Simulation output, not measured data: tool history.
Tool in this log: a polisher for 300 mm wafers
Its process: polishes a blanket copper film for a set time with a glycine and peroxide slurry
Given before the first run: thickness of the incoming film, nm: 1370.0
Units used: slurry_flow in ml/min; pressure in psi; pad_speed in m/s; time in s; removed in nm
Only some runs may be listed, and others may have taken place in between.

run  hour  slurry_flow  pressure  pad_speed  time  removed
  1     0          175       3.5       1.06    29   188.17
  2   2.4          175       3.5       1.06    26   168.22
  3   9.6          140       3.5       1.06    26   159.97
  4  12.7          140       3.5       1.16    26   168.21
  5  18.6          175       3.5       1.16    26   173.68
  6  26.5          175       3.8       1.16    26   186.49
  7  34.7          180       4.1       1.18    26   199.17
  8    39          185       4.3        1.2    26   204.56
  9  42.7          190       4.5       1.22    26   219.37

Estimate the outcome of run 10 from the log above:
 10  46.8          195       4.6       1.22    26        ?

removed: 221.09 nm
